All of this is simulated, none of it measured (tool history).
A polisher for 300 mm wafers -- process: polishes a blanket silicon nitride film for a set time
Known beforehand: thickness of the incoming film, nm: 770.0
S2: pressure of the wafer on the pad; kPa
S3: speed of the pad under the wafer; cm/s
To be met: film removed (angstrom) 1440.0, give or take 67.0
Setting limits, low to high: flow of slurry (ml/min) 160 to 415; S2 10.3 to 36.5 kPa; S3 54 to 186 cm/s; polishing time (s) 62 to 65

{"run": 1, "hour": 0.0, "flow of slurry (ml/min)": 265, "S2": 23.4, "S3": 118, "polishing time (s)": 62, "film removed (angstrom)": 1039.9}
{"run": 2, "hour": 3.2, "flow of slurry (ml/min)": 265, "S2": 26.2, "S3": 118, "polishing time (s)": 62, "film removed (angstrom)": 1133.4}
{"run": 3, "hour": 10.7, "flow of slurry (ml/min)": 265, "S2": 26.2, "S3": 118, "polishing time (s)": 65, "film removed (angstrom)": 1192.5}
{"run": 4, "hour": 18.4, "flow of slurry (ml/min)": 265, "S2": 26.9, "S3": 118, "polishing time (s)": 65, "film removed (angstrom)": 1223.8}
{"run": 5, "hour": 22.3, "flow of slurry (ml/min)": 265, "S2": 26.9, "S3": 118, "polishing time (s)": 65, "film removed (angstrom)": 1216.3}
{"run": 6, "hour": 28.9, "flow of slurry (ml/min)": 265, "S2": 26.9, "S3": 118, "polishing time (s)": 62, "film removed (angstrom)": 1190.0}
{"run": 7, "hour": 33.5, "flow of slurry (ml/min)": 265, "S2": 26.9, "S3": 118, "polishing time (s)": 62, "film removed (angstrom)": 1180.7}
{"run": 8, "hour": 40.5, "flow of slurry (ml/min)": 265, "S2": 27.6, "S3": 118, "polishing time (s)": 62, "film removed (angstrom)": 1211.9}
{"run": 9, "hour": 49.0, "flow of slurry (ml/min)": 265, "S2": 28.3, "S3": 118, "polishing time (s)": 62, "film removed (angstrom)": 1235.2}
{"run": 10, "hour": 56.3, "flow of slurry (ml/min)": 265, "S2": 29.0, "S3": 118, "polishing time (s)": 62, "film removed (angstrom)": 1251.3}
{"run": 11, "hour": 59.5, "flow of slurry (ml/min)": 265, "S2": 29.6, "S3": 118, "polishing time (s)": 62, "film removed (angstrom)": 1295.4}

Of the 4 settings listed for the next run, only one would bring every result within its allowed miss of target. Which one?
{"run": "A", "hour": 62.7, "flow of slurry (ml/min)": 280, "S2": 27.6, "S3": 116, "polishing time (s)": 65, "film removed (angstrom)": "?"}
{"run": "B", "hour": 62.7, "flow of slurry (ml/min)": 325, "S2": 26.2, "S3": 132, "polishing time (s)": 62, "film removed (angstrom)": "?"}
{"run": "C", "hour": 62.7, "flow of slurry (ml/min)": 225, "S2": 28.3, "S3": 136, "polishing time (s)": 65, "film removed (angstrom)": "?"}
{"run": "D", "hour": 62.7, "flow of slurry (ml/min)": 230, "S2": 25.5, "S3": 142, "polishing time (s)": 62, "film removed (angstrom)": "?"}

move=A film_removed_(angstrom)=1215.2
move=B film_removed_(angstrom)=1239.1
move=C film_removed_(angstrom)=1381.2
move=D film_removed_(angstrom)=1237.2
A: its largest miss is bigger than the last run's
B: its largest miss is bigger than the last run's
C: each result inside its tolerance
D: its largest miss is bigger than the last run's
Correct choice: C, which meets every target

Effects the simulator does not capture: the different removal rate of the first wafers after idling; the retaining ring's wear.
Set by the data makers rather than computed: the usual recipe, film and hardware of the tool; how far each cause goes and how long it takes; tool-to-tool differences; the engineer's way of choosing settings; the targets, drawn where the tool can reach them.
